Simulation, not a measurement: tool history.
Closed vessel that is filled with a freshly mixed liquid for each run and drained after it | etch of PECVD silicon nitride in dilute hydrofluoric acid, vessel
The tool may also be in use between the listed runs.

run	hour	temperature setpoint of the liquid (°C)	parts of water to one part of 49 % hydrofluoric acid (parts by volume)	time in the liquid (s)	thickness taken off the PECVD silicon nitride on a monitor wafer (nm)
1	0.0	25.0	300	870	6.3862
2	6.3	24.0	300	870	5.9729
3	7.9	27.5	300	870	7.5074
4	14.7	29.5	300	870	8.3632
5	20.6	27.0	300	870	7.1552
6	29.7	27.0	300	665	5.5538

The next listed run, before its measurement:
7	32.9	26.5	300	665	?

Run 7 gave thickness taken off the PECVD silicon nitride on a monitor wafer (nm) 5.3168.
